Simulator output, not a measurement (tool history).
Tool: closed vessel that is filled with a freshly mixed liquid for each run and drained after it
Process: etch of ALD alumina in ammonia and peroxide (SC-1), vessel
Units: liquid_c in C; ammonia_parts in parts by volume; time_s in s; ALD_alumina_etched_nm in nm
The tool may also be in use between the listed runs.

run	hour	liquid_c	ammonia_parts	time_s	ALD_alumina_etched_nm
1	0.0	60.0	0.4	105	6.6577
2	1.7	55.0	0.4	105	5.0758
3	4.9	54.0	0.4	105	4.8526
4	6.8	54.0	0.3	105	4.7010
5	8.9	54.0	0.3	110	4.9001
6	12.5	57.5	0.3	110	5.9445
7	21.7	56.0	0.3	110	5.4751
8	27.1	54.5	0.3	110	5.0273

The next listed run, before its measurement:
9	31.9	46.5	0.3	110	?

Run 9 gave ALD_alumina_etched_nm 3.2616 nm.
